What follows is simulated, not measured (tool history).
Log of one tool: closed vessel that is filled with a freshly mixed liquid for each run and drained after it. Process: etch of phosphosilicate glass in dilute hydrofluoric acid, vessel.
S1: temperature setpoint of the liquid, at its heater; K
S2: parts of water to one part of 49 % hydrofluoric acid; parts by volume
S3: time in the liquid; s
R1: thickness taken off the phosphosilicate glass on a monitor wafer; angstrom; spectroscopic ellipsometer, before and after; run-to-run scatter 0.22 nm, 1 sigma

Run 1, hour 0.0: S1 294.15 K, S2 260 parts by volume, S3 120 s. Result: R1 392.91 angstrom.
Run 2, hour 7.9: S1 296.15 K, S2 260 parts by volume, S3 120 s. Result: R1 424.48 angstrom.
Run 3, hour 11.4: S1 296.15 K, S2 305 parts by volume, S3 120 s. Result: R1 341.47 angstrom.
Run 4, hour 17.8: S1 299.15 K, S2 305 parts by volume, S3 120 s. Result: R1 383.54 angstrom.
Run 5, hour 18.9: S1 299.15 K, S2 340 parts by volume, S3 120 s. Result: R1 332.15 angstrom.
Run 6, hour 21.8: S1 296.15 K, S2 340 parts by volume, S3 120 s. Result: R1 297.57 angstrom.
Run 7, hour 26.0: S1 300.15 K, S2 255 parts by volume, S3 120 s. Result: R1 499.47 angstrom.

What will run 8 give?
Run 8, hour 30.6: S1 300.65 K, S2 255 parts by volume, S3 120 s. Result: R1 ?.

Run 8 produced R1 505.55 angstrom.

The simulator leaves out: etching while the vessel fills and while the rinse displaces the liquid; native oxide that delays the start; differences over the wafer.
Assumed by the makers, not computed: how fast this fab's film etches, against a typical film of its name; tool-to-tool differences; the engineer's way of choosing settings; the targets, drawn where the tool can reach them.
